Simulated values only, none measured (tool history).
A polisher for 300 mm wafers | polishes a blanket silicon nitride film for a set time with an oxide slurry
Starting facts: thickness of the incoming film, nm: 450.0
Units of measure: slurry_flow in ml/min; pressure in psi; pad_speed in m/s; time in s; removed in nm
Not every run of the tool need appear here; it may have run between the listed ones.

run  hour  slurry_flow  pressure  pad_speed  slurry_solids  time  removed
  1   0.0          160       3.2       1.02           1.00    78   46.107
  2   3.6          160       2.7       1.02           1.00    78   41.007
  3   9.8          160       2.1       1.02           1.00    78   33.881
  4  15.5          160       2.4       1.02           1.00    78   37.192
  5  22.5          160       2.4       1.02           0.85    78   34.331
  6  23.2          160       2.4       0.86           0.85    78   30.353
  7  29.0          160       2.7       0.86           0.85    78   33.184
  8  33.9          160       2.7       0.86           0.85    78   33.366
  9  36.0          160       3.0       0.86           0.85    78   36.299
 10  44.6          160       3.2       0.86           0.85    78   37.413
 11  52.4          160       3.4       0.86           0.85    78   39.385
 12  57.1          160       3.6       0.86           0.85    78   41.319
 13  63.8          160       3.8       0.86           0.85    78   42.726
 14  65.8          160       4.0       0.86           0.85    78   44.743
 15  69.1          160       4.1       0.86           0.85    78   45.394
 16  72.2          160       4.1       0.86           0.85    78   44.959
 17  73.5          160       4.2       0.86           0.85    78   47.314

Run 18, settings as shown, results not yet in. Your forecast:
 18  79.4          160       4.3       0.86           0.85    78        ?

removed: 46.983 nm
